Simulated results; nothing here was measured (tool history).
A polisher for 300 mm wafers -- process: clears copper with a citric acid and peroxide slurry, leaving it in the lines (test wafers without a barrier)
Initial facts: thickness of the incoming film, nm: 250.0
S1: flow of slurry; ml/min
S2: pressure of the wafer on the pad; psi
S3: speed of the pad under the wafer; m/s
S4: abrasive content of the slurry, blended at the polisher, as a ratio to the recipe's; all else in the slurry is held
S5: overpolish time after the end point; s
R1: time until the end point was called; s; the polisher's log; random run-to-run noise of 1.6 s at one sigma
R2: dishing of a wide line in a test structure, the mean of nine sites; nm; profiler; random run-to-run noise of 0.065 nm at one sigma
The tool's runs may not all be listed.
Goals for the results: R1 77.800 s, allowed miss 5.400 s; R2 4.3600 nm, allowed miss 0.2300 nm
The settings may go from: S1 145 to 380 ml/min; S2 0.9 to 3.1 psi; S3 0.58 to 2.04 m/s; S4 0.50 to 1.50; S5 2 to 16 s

Run 1, day 0.000: S1 245 ml/min, S2 2.0 psi, S3 1.30 m/s, S4 1.00, S5 8 s. Result: R1 106.030 s, R2 11.7710 nm.
Run 2, day 0.062: S1 245 ml/min, S2 2.0 psi, S3 1.30 m/s, S4 0.85, S5 8 s. Result: R1 110.480 s, R2 11.7120 nm.
Run 3, day 0.296: S1 245 ml/min, S2 2.0 psi, S3 1.32 m/s, S4 0.90, S5 7 s. Result: R1 108.460 s, R2 10.4910 nm.
Run 4, day 0.346: S1 245 ml/min, S2 2.0 psi, S3 1.32 m/s, S4 0.95, S5 6 s. Result: R1 106.440 s, R2 9.3754 nm.
Run 5, day 0.429: S1 245 ml/min, S2 2.0 psi, S3 1.32 m/s, S4 1.00, S5 6 s. Result: R1 104.650 s, R2 9.2225 nm.
Run 6, day 0.692: S1 245 ml/min, S2 2.0 psi, S3 1.32 m/s, S4 1.00, S5 3 s. Result: R1 110.100 s, R2 4.7215 nm.
Run 7, day 0.829: S1 250 ml/min, S2 2.0 psi, S3 1.30 m/s, S4 1.05, S5 3 s. Result: R1 104.700 s, R2 4.7043 nm.
Run 8, day 0.888: S1 255 ml/min, S2 2.0 psi, S3 1.30 m/s, S4 1.10, S5 3 s. Result: R1 107.010 s, R2 4.8847 nm.
Run 9, day 1.125: S1 250 ml/min, S2 2.1 psi, S3 1.28 m/s, S4 1.15, S5 3 s. Result: R1 106.810 s, R2 4.9279 nm.
Run 10, day 1.350: S1 265 ml/min, S2 2.1 psi, S3 1.32 m/s, S4 1.20, S5 3 s. Result: R1 100.230 s, R2 5.0296 nm.
Run 11, day 1.662: S1 335 ml/min, S2 1.8 psi, S3 1.54 m/s, S4 1.45, S5 2 s. Result: R1 86.466 s, R2 3.6519 nm.

Next run, 5 choices. One meets every target within its allowed miss, the rest don't. Which?
Run A, day 1.975: S1 360 ml/min, S2 1.5 psi, S3 1.78 m/s, S4 1.40, S5 2 s. Result: R1 ?, R2 ?.
Run B, day 1.975: S1 300 ml/min, S2 2.4 psi, S3 1.30 m/s, S4 1.25, S5 2 s. Result: R1 ?, R2 ?.
Run C, day 1.975: S1 340 ml/min, S2 1.7 psi, S3 1.60 m/s, S4 1.35, S5 2 s. Result: R1 ?, R2 ?.
Run D, day 1.975: S1 355 ml/min, S2 1.8 psi, S3 1.52 m/s, S4 1.45, S5 2 s. Result: R1 ?, R2 ?.
Run E, day 1.975: S1 340 ml/min, S2 1.9 psi, S3 1.74 m/s, S4 1.40, S5 2 s. Result: R1 ?, R2 ?.

move      R1      R2
   A  88.002  3.7530
   B  87.853  3.7675
   C  90.463  3.6552
   D  89.852  3.6806
   E  76.463  4.3113
A: closes in on the targets versus the last run, not all within tolerance yet
B: closes in on the targets versus the last run, not all within tolerance yet
C: roughly where the last run was
D: roughly where the last run was
E: each result inside its tolerance
Go with E: it meets all targets.

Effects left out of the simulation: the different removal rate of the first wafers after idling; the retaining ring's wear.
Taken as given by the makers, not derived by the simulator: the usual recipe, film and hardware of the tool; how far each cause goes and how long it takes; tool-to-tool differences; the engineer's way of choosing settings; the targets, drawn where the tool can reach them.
